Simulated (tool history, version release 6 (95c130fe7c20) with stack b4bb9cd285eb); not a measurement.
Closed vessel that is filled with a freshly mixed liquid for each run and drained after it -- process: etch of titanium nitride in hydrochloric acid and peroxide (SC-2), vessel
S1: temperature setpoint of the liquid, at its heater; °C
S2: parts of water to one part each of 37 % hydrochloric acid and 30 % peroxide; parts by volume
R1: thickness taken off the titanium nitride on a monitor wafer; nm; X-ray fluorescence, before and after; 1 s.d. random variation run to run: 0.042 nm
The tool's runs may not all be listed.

run 1 hour=0.0 | S1=54 S2=9 time_in_the_liquid_(s)=630 | R1=18.591
run 2 hour=2.4 | S1=54 S2=7 time_in_the_liquid_(s)=630 | R1=22.513
run 3 hour=7.5 | S1=54 S2=7 time_in_the_liquid_(s)=490 | R1=17.648
run 4 hour=9.0 | S1=61 S2=7 time_in_the_liquid_(s)=490 | R1=27.475
run 5 hour=9.9 | S1=56 S2=7 time_in_the_liquid_(s)=490 | R1=19.804
run 6 hour=17.1 | S1=56 S2=7 time_in_the_liquid_(s)=630 | R1=25.744

Run 7 is up next; what results do you expect?
run 7 hour=24.3 | S1=48 S2=7 time_in_the_liquid_(s)=630 | R1=?

Logged for run 7: R1 15.185 nm.
